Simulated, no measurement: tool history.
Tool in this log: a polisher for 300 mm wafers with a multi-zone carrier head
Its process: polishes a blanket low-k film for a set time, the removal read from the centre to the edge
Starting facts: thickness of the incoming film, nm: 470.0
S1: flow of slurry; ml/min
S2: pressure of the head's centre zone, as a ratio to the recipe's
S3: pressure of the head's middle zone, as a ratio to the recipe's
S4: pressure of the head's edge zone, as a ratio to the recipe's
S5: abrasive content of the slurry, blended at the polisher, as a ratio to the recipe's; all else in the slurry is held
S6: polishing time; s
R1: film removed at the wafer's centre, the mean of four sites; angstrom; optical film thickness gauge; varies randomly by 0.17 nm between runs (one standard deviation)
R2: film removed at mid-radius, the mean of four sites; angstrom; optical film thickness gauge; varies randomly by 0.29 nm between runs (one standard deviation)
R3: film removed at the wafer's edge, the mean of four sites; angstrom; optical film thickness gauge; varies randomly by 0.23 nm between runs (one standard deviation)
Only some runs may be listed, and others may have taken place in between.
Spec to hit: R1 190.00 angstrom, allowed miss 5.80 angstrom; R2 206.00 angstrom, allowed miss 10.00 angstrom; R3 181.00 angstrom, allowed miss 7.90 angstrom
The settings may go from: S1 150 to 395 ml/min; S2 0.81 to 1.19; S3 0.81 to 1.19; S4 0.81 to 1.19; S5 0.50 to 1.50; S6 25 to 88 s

run  hour   S1    S2    S3    S4    S5  S6      R1      R2      R3
  1   0.0  250  1.00  1.00  1.00  1.00  56  250.48  251.63  251.86
  2   8.7  250  1.00  1.00  1.08  1.00  56  250.43  257.07  257.92
  3  13.2  285  1.00  1.00  1.08  1.00  56  254.98  262.53  258.32
  4  14.5  235  1.00  1.00  1.08  1.00  56  248.06  245.90  260.92
     15.9  -- slurry nozzle cleaned
  5  15.9  235  1.00  1.00  1.14  1.00  56  261.42  264.75  274.25
  6  21.4  235  1.00  1.00  1.14  1.00  69  318.65  320.74  341.63
  7  26.8  265  0.97  1.05  1.04  0.75  53  199.69  211.82  206.19
  8  35.5  275  0.97  1.06  1.01  0.75  53  200.29  216.29  200.96

5 next moves are on the table. One of them brings every result within its allowed miss. Which?
  A  44.2  305  1.04  1.01  1.05  0.70  49   ?   ?   ?
  B  44.2  340  0.97  1.05  0.91  1.00  40   ?   ?   ?
  C  44.2  275  0.94  1.13  1.00  0.75  48   ?   ?   ?
  D  44.2  385  1.07  1.18  0.92  0.75  44   ?   ?   ?
  E  44.2  325  1.00  0.94  0.96  0.75  48   ?   ?   ?

move      R1      R2      R3
   A  190.04  182.32  183.56
   B  190.43  202.38  183.48
   C  176.40  206.41  184.47
   D  190.94  202.67  166.49
   E  191.15  179.63  183.79
A: corrects the largest miss of the last run, while another result sits out of spec
B: hits every target within its allowed miss
C: corrects the largest miss of the last run, while another result sits out of spec
D: carries the result that was furthest off beyond its target, to the other side
E: corrects the largest miss of the last run, while another result sits out of spec
B meets every target.

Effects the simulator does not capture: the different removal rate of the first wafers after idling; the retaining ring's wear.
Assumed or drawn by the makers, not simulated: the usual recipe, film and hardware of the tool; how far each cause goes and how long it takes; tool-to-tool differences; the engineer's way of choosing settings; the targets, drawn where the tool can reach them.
